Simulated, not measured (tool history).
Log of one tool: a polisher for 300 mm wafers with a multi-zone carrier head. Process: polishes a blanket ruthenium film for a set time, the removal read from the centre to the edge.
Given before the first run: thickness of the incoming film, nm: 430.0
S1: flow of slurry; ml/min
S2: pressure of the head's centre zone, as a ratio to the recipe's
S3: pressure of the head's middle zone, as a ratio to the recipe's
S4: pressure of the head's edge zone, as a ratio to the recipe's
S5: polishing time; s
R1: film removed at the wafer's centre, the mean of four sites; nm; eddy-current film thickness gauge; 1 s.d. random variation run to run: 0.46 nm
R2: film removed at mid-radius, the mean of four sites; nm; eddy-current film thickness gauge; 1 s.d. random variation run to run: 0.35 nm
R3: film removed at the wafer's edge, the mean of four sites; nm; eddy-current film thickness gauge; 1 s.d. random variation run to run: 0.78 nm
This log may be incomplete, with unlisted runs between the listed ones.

run	hour	S1	S2	S3	S4	S5	R1	R2	R3
1	0.0	295	1.00	1.00	1.00	57	56.245	58.501	58.560
2	2.0	295	1.00	1.00	1.00	65	64.982	67.144	69.620
3	8.1	360	1.00	1.00	1.00	65	65.706	68.184	67.142
4	13.2	360	0.97	0.94	0.99	61	58.971	60.111	62.010
5	19.1	360	0.95	0.90	0.98	59	56.524	56.186	62.106
6	27.3	360	0.95	0.90	0.98	73	68.872	69.572	75.405
7	28.5	375	0.93	0.87	0.95	66	61.981	60.496	68.807

What will run 8 give?
8	35.1	290	0.92	0.88	0.86	52	?	?	?

R1: 47.811 nm
R2: 47.925 nm
R3: 49.959 nm

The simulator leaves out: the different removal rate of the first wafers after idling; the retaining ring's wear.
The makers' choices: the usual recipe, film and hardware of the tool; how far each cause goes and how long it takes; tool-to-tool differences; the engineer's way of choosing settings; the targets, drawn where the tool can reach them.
